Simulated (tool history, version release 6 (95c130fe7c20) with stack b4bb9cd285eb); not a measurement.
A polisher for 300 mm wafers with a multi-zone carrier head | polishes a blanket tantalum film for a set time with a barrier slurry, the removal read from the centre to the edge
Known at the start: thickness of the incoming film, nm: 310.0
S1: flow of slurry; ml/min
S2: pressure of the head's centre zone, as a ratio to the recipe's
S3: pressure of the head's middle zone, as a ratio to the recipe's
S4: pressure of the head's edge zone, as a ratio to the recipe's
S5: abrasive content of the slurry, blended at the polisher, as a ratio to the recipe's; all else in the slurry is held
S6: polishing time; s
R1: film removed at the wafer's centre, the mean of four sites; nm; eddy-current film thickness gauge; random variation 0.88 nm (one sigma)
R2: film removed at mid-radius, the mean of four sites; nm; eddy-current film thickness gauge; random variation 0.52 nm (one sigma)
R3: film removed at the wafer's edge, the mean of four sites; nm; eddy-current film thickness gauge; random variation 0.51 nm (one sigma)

| run | hour | S1 | S2 | S3 | S4 | S5 | S6 | R1 | R2 | R3 |
|---|---|---|---|---|---|---|---|---|---|---|
| 1 | 0 | 205 | 1 | 1 | 1 | 1 | 64 | 93.752 | 94.503 | 87.009 |
| 2 | 5.2 | 205 | 1 | 1 | 1 | 1 | 73 | 105 | 106.31 | 99.747 |
| 3 | 8.7 | 205 | 1 | 1 | 1 | 1 | 83 | 122.37 | 122.69 | 113.63 |
| 4 | 14.9 | 190 | 0.94 | 0.96 | 0.96 | 0.85 | 80 | 107.77 | 109.16 | 104.58 |
| 5 | 20.6 | 180 | 0.9 | 0.95 | 0.95 | 0.75 | 76 | 93.663 | 99.745 | 96.099 |
| 6 | 25.8 | 180 | 0.82 | 0.95 | 0.95 | 0.75 | 76 | 83.999 | 99.489 | 95.87 |
| 7 | 30 | 175 | 0.82 | 0.93 | 0.92 | 0.65 | 74 | 79.364 | 93.092 | 88.975 |
| 8 | 37.5 | 175 | 0.82 | 0.93 | 0.92 | 0.65 | 74 | 80.239 | 92.451 | 89.631 |

Run 9 comes next. What will it give?
| 9 | 44.7 | 165 | 0.82 | 0.91 | 0.9 | 0.6 | 73 | ? | ? | ? |

R1: 76.98 nm
R2: 87.89 nm
R3: 86.155 nm

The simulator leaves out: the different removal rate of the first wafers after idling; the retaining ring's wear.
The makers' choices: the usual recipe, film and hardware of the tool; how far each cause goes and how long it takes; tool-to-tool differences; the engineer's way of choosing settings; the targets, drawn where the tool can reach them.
